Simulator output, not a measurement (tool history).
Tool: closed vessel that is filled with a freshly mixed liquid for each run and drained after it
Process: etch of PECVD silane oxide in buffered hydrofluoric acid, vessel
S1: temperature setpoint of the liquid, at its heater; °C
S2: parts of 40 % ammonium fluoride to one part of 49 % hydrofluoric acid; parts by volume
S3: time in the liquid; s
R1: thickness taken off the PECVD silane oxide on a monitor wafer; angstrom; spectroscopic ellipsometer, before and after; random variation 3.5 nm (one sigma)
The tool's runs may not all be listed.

| run | hour | S1 | S2 | S3 | R1 |
|---|---|---|---|---|---|
| 1 | 0.0 | 24.0 | 21.0 | 95 | 2322.6 |
| 2 | 7.9 | 26.5 | 17.0 | 95 | 3221.8 |
| 3 | 16.6 | 28.0 | 14.5 | 95 | 4125.6 |
| 4 | 19.8 | 28.0 | 14.5 | 105 | 4573.9 |
| 5 | 23.1 | 29.0 | 14.0 | 105 | 5030.7 |
| 6 | 24.4 | 30.0 | 14.0 | 105 | 5262.9 |
| 7 | 28.9 | 30.5 | 13.5 | 105 | 5568.1 |
| 8 | 35.0 | 31.0 | 13.5 | 105 | 5745.5 |

The next listed run, before its measurement:
| 9 | 41.6 | 31.5 | 13.5 | 105 | ? |

{"run 9": {"R1": 5893.8}}
